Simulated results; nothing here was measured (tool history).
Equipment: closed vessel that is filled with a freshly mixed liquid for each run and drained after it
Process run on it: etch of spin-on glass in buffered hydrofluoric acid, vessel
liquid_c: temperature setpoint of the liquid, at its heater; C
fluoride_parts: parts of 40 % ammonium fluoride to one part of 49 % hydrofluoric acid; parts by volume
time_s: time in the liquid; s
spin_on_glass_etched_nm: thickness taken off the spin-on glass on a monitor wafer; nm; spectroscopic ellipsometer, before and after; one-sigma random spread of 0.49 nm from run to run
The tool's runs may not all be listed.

run 1 hour=0 | liquid_c=24 fluoride_parts=22 time_s=35 | spin_on_glass_etched_nm=40.899
run 2 hour=1.4 | liquid_c=25.5 fluoride_parts=22 time_s=35 | spin_on_glass_etched_nm=44.347
run 3 hour=2.6 | liquid_c=26.5 fluoride_parts=20.5 time_s=35 | spin_on_glass_etched_nm=48.954
run 4 hour=4.5 | liquid_c=27 fluoride_parts=19 time_s=35 | spin_on_glass_etched_nm=54.008
run 5 hour=12.4 | liquid_c=27 fluoride_parts=19 time_s=35 | spin_on_glass_etched_nm=53.937
run 6 hour=16.8 | liquid_c=27 fluoride_parts=24.5 time_s=35 | spin_on_glass_etched_nm=44.524

Run 7 comes next. What will it give?
run 7 hour=21.8 | liquid_c=27.5 fluoride_parts=23 time_s=35 | spin_on_glass_etched_nm=?

spin_on_glass_etched_nm: 47.694 nm
